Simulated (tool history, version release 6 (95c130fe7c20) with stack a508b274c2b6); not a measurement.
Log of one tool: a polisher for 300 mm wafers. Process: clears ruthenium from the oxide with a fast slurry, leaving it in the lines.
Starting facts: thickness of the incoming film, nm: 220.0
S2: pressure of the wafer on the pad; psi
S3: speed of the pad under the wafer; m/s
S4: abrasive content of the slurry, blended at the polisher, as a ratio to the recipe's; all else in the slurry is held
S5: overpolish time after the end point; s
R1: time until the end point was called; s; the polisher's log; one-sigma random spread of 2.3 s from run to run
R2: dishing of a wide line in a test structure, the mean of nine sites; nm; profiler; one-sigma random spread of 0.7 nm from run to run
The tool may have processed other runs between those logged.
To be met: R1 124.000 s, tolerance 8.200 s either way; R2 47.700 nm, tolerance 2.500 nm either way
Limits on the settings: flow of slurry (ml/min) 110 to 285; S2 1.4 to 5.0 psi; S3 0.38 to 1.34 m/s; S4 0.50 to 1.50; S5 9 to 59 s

run 1 hour=0.0 | flow_of_slurry_(ml/min)=180 S2=3.2 S3=0.86 S4=1.00 S5=30 | R1=54.290 R2=97.998
run 2 hour=5.0 | flow_of_slurry_(ml/min)=180 S2=3.2 S3=0.86 S4=1.20 S5=30 | R1=50.971 R2=104.210
run 3 hour=8.8 | flow_of_slurry_(ml/min)=180 S2=3.2 S3=0.94 S4=1.20 S5=30 | R1=47.068 R2=111.960
run 4 hour=11.4 | flow_of_slurry_(ml/min)=180 S2=2.8 S3=0.86 S4=1.20 S5=30 | R1=57.835 R2=93.964
run 5 hour=15.7 | flow_of_slurry_(ml/min)=180 S2=2.8 S3=0.86 S4=1.05 S5=30 | R1=64.402 R2=87.549
run 6 hour=16.6 | flow_of_slurry_(ml/min)=180 S2=2.5 S3=0.84 S4=1.05 S5=29 | R1=73.344 R2=77.145
run 7 hour=19.8 | flow_of_slurry_(ml/min)=180 S2=2.3 S3=0.82 S4=1.05 S5=28 | R1=78.418 R2=71.172
run 8 hour=22.7 | flow_of_slurry_(ml/min)=175 S2=1.4 S3=0.62 S4=1.00 S5=27 | R1=172.890 R2=32.432
run 9 hour=29.7 | flow_of_slurry_(ml/min)=190 S2=2.2 S3=0.62 S4=1.00 S5=30 | R1=113.090 R2=54.725
run 10 hour=33.8 | flow_of_slurry_(ml/min)=185 S2=2.2 S3=0.62 S4=1.00 S5=30 | R1=109.170 R2=54.006
run 11 hour=36.1 | flow_of_slurry_(ml/min)=185 S2=2.2 S3=0.62 S4=1.00 S5=30 | R1=106.240 R2=55.799
run 12 hour=43.1 | flow_of_slurry_(ml/min)=175 S2=2.2 S3=0.62 S4=1.00 S5=30 | R1=106.790 R2=53.546
run 13 hour=52.1 | flow_of_slurry_(ml/min)=175 S2=2.1 S3=0.62 S4=1.00 S5=30 | R1=117.370 R2=52.432

5 candidate next runs follow, results not yet known. Just one meets every target within its allowed miss. Identify it.
run A hour=61.1 | flow_of_slurry_(ml/min)=175 S2=2.3 S3=0.58 S4=0.75 S5=40 | R1=? R2=?
run B hour=61.1 | flow_of_slurry_(ml/min)=145 S2=2.3 S3=0.50 S4=1.25 S5=29 | R1=? R2=?
run C hour=61.1 | flow_of_slurry_(ml/min)=180 S2=2.1 S3=0.66 S4=1.05 S5=30 | R1=? R2=?
run D hour=61.1 | flow_of_slurry_(ml/min)=185 S2=2.2 S3=0.62 S4=1.00 S5=30 | R1=? R2=?
run E hour=61.1 | flow_of_slurry_(ml/min)=185 S2=2.3 S3=0.56 S4=0.95 S5=31 | R1=? R2=?

move=A R1=131.050 R2=62.079
move=B R1=124.940 R2=48.452
move=C R1=107.910 R2=57.091
move=D R1=111.430 R2=55.461
move=E R1=120.370 R2=53.274
A: moves away from the targets compared with the last run
B: all results land within tolerance of their targets
C: moves away from the targets compared with the last run
D: moves away from the targets compared with the last run
E: moves away from the targets compared with the last run
The move that meets every target is B.

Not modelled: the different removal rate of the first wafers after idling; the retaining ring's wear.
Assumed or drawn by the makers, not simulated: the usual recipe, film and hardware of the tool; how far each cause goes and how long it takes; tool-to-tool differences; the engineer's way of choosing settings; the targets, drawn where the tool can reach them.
